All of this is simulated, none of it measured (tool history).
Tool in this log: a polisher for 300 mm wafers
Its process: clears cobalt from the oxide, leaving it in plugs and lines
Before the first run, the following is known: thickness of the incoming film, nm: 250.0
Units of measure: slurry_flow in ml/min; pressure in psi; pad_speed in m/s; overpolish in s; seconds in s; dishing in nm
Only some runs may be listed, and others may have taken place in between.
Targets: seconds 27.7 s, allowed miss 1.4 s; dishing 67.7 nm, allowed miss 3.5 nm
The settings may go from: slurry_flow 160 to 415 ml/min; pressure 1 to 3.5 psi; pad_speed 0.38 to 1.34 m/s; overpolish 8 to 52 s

run  hour  slurry_flow  pressure  pad_speed  overpolish  seconds  dishing
  1     0          265       2.2       0.86          26   43.679   58.604
  2   4.6          265       2.7       0.86          26   35.557   63.032
  3   5.3          265       2.2       0.86          26   43.436   57.109
  4  13.3          265       1.7       0.86          26   54.496   52.842
  5  20.2          265       2.1       0.88          26   44.074   56.943
  6  22.9          265       2.3       0.88          26   39.812   61.353
  7    28          265       2.5       0.88          25   37.413   59.886
  8  32.9          265       2.7       0.88          25   34.832   59.899
  9  41.1          265       2.9       0.88          26   33.739   62.085
 10  42.1          265       3.1       0.88          27   31.381   63.103
 11  46.5          265       3.2       0.88          28   30.756   64.865

Of the 5 settings listed for the next run, only one would bring every result within its allowed miss of target. Which one?
  A  50.9          220       3.5       1.04          27        ?        ?
  B  50.9          240       3.4       1.04          27        ?        ?
  C  50.9          210       3.5       1.02          18        ?        ?
  D  50.9          230       3.5       1.02          30        ?        ?
  E  50.9          310       3.2       0.96          33        ?        ?

move  seconds  dishing
   A   24.286   65.928
   B   24.668   65.827
   C   24.913   60.973
   D   24.602   66.532
   E   27.446   66.535
A: carries the result that was furthest off beyond its target, to the other side
B: carries the result that was furthest off beyond its target, to the other side
C: carries the result that was furthest off beyond its target, to the other side
D: carries the result that was furthest off beyond its target, to the other side
E: hits every target within its allowed miss
Answer: E

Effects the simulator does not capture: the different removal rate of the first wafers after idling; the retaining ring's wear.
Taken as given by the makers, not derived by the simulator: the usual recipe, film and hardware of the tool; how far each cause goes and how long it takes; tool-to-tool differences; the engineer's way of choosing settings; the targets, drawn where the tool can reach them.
